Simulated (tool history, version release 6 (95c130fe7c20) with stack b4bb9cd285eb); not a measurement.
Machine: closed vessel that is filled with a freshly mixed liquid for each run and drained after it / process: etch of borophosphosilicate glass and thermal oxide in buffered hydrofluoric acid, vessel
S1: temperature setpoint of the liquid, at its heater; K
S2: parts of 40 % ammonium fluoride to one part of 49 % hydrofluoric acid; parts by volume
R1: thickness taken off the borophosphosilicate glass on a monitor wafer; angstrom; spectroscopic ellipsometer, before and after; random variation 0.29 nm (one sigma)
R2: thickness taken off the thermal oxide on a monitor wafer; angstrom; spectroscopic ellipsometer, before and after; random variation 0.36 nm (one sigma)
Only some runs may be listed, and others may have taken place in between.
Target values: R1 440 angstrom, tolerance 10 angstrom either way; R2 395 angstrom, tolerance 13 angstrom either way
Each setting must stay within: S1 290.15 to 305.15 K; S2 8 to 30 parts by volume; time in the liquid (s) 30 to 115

Run 1, day 0: S1 297.15 K, S2 22.5 parts by volume, time in the liquid (s) 60. Result: R1 335.6 angstrom, R2 300.44 angstrom.
Run 2, day 0.233: S1 298.65 K, S2 22.5 parts by volume, time in the liquid (s) 60. Result: R1 367.04 angstrom, R2 328.35 angstrom.
Run 3, day 0.512: S1 298.65 K, S2 22.5 parts by volume, time in the liquid (s) 85. Result: R1 523.77 angstrom, R2 469.47 angstrom.
Run 4, day 0.854: S1 298.65 K, S2 27 parts by volume, time in the liquid (s) 85. Result: R1 458.41 angstrom, R2 402.85 angstrom.
Run 5, day 1.158: S1 298.65 K, S2 27 parts by volume, time in the liquid (s) 95. Result: R1 514.63 angstrom, R2 454.82 angstrom.
Run 6, day 1.304: S1 298.65 K, S2 30 parts by volume, time in the liquid (s) 95. Result: R1 481.01 angstrom, R2 432.63 angstrom.
Run 7, day 1.567: S1 298.15 K, S2 30 parts by volume, time in the liquid (s) 95. Result: R1 469.69 angstrom, R2 411.05 angstrom.
Run 8, day 1.671: S1 297.65 K, S2 30 parts by volume, time in the liquid (s) 90. Result: R1 427.35 angstrom, R2 387.15 angstrom.

Which of these 4 next moves meets every target?
Run A, day 1.775: S1 301.65 K, S2 30 parts by volume, time in the liquid (s) 75. Result: R1 ?, R2 ?.
Run B, day 1.775: S1 296.65 K, S2 29.5 parts by volume, time in the liquid (s) 90. Result: R1 ?, R2 ?.
Run C, day 1.775: S1 301.15 K, S2 23 parts by volume, time in the liquid (s) 60. Result: R1 ?, R2 ?.
Run D, day 1.775: S1 299.65 K, S2 28 parts by volume, time in the liquid (s) 75. Result: R1 ?, R2 ?.

move      R1      R2
   A   443.5  396.07
   B  411.08  366.25
   C  414.58  369.96
   D  417.81  372.75
A: meets every target
B: its largest miss is bigger than the last run's
C: its largest miss is bigger than the last run's
D: its largest miss is bigger than the last run's
Go with A: it meets all targets.
